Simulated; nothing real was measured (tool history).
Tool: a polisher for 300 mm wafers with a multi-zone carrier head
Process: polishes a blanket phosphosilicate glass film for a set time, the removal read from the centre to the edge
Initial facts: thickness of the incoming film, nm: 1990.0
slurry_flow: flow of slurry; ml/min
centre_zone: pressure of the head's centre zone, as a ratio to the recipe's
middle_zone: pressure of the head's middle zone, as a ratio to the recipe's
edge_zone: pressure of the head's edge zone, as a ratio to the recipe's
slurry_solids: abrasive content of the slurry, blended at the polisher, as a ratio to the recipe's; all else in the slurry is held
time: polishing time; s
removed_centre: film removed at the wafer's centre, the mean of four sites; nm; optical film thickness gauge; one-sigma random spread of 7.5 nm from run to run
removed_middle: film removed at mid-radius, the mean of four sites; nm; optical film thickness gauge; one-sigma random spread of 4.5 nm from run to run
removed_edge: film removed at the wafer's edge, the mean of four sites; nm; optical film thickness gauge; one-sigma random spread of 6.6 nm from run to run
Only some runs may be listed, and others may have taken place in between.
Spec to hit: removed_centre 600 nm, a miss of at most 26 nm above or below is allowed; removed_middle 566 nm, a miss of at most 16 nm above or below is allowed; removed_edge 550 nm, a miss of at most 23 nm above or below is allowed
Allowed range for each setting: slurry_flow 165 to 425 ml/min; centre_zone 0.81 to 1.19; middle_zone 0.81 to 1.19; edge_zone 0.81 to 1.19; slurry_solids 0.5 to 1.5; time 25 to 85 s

run 1 hour=0 | slurry_flow=275 centre_zone=1 middle_zone=1 edge_zone=1 slurry_solids=1 time=55 | removed_centre=399.04 removed_middle=400.46 removed_edge=407.52
run 2 hour=8.1 | slurry_flow=275 centre_zone=1 middle_zone=1 edge_zone=1 slurry_solids=1 time=67 | removed_centre=481.3 removed_middle=489.77 removed_edge=491.51
run 3 hour=14.6 | slurry_flow=275 centre_zone=1 middle_zone=1 edge_zone=1 slurry_solids=1.15 time=67 | removed_centre=526.96 removed_middle=515.15 removed_edge=510.45
run 4 hour=18.6 | slurry_flow=275 centre_zone=1 middle_zone=1 edge_zone=1 slurry_solids=1.15 time=77 | removed_centre=595.46 removed_middle=596.97 removed_edge=601.65
run 5 hour=24.5 | slurry_flow=275 centre_zone=1 middle_zone=1 edge_zone=1.04 slurry_solids=1.15 time=77 | removed_centre=595.02 removed_middle=597.98 removed_edge=622.67
run 6 hour=31.3 | slurry_flow=275 centre_zone=1 middle_zone=1 edge_zone=1.02 slurry_solids=1.15 time=77 | removed_centre=588.73 removed_middle=602.25 removed_edge=625.53
run 7 hour=32.4 | slurry_flow=275 centre_zone=1.01 middle_zone=1 edge_zone=1 slurry_solids=1.15 time=77 | removed_centre=596.66 removed_middle=608.36 removed_edge=603.25
-- hour=38.2 slurry nozzle cleaned
run 8 hour=38.2 | slurry_flow=275 centre_zone=1.02 middle_zone=0.99 edge_zone=0.99 slurry_solids=1.15 time=77 | removed_centre=635.64 removed_middle=606.97 removed_edge=614.39
run 9 hour=41 | slurry_flow=275 centre_zone=1.02 middle_zone=0.99 edge_zone=0.98 slurry_solids=1.15 time=77 | removed_centre=611.65 removed_middle=604.24 removed_edge=615.24
run 10 hour=46.5 | slurry_flow=275 centre_zone=1.03 middle_zone=0.99 edge_zone=0.97 slurry_solids=1.15 time=77 | removed_centre=620.97 removed_middle=616.6 removed_edge=629.59
run 11 hour=55.4 | slurry_flow=295 centre_zone=1.03 middle_zone=0.99 edge_zone=0.96 slurry_solids=1.15 time=75 | removed_centre=616.06 removed_middle=605.59 removed_edge=601.36

Consider the 4 candidate settings below. Which is the only one whose results all fall within their allowed miss of target?
run A hour=64.3 | slurry_flow=335 centre_zone=1.14 middle_zone=0.88 edge_zone=0.9 slurry_solids=1.2 time=74 | removed_centre=? removed_middle=? removed_edge=?
run B hour=64.3 | slurry_flow=340 centre_zone=0.99 middle_zone=0.99 edge_zone=1 slurry_solids=0.95 time=80 | removed_centre=? removed_middle=? removed_edge=?
run C hour=64.3 | slurry_flow=285 centre_zone=1.09 middle_zone=1.02 edge_zone=0.96 slurry_solids=1.2 time=63 | removed_centre=? removed_middle=? removed_edge=?
run D hour=64.3 | slurry_flow=245 centre_zone=1.09 middle_zone=1.01 edge_zone=0.93 slurry_solids=1.25 time=68 | removed_centre=? removed_middle=? removed_edge=?

move=A removed_centre=692.56 removed_middle=560.19 removed_edge=584.66
move=B removed_centre=607.81 removed_middle=598.94 removed_edge=596.53
move=C removed_centre=558.49 removed_middle=520.58 removed_edge=502.12
move=D removed_centre=599.89 removed_middle=556.38 removed_edge=536.81
A: meets the target for the result that was furthest off, but another lies outside its allowed miss
B: an improvement on the last run, though not all results are within tolerance
C: pushes the last run's worst result past its target
D: every result lands within tolerance
The right move is D.

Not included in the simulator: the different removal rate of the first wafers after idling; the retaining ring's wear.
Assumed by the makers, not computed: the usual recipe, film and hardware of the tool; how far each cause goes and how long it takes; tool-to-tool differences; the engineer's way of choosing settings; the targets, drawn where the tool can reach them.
